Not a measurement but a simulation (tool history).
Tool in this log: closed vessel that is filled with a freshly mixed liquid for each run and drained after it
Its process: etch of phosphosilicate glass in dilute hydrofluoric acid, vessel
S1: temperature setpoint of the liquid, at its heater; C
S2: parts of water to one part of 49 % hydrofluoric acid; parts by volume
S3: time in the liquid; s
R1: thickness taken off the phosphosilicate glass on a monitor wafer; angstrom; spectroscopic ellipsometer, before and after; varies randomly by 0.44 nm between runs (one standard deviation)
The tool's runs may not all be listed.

{"run": 1, "hour": 0.0, "S1": 25.0, "S2": 235, "S3": 85, "R1": 253.49}
{"run": 2, "hour": 3.8, "S1": 25.0, "S2": 320, "S3": 85, "R1": 176.75}
{"run": 3, "hour": 7.6, "S1": 23.0, "S2": 320, "S3": 85, "R1": 163.02}
{"run": 4, "hour": 10.5, "S1": 25.0, "S2": 280, "S3": 85, "R1": 206.66}
{"run": 5, "hour": 19.2, "S1": 26.5, "S2": 245, "S3": 85, "R1": 255.38}
{"run": 6, "hour": 27.0, "S1": 28.5, "S2": 245, "S3": 85, "R1": 273.78}

What does the tool deliver on the next run?
{"run": 7, "hour": 30.2, "S1": 29.5, "S2": 225, "S3": 85, "R1": "?"}

R1: 321.24 angstrom
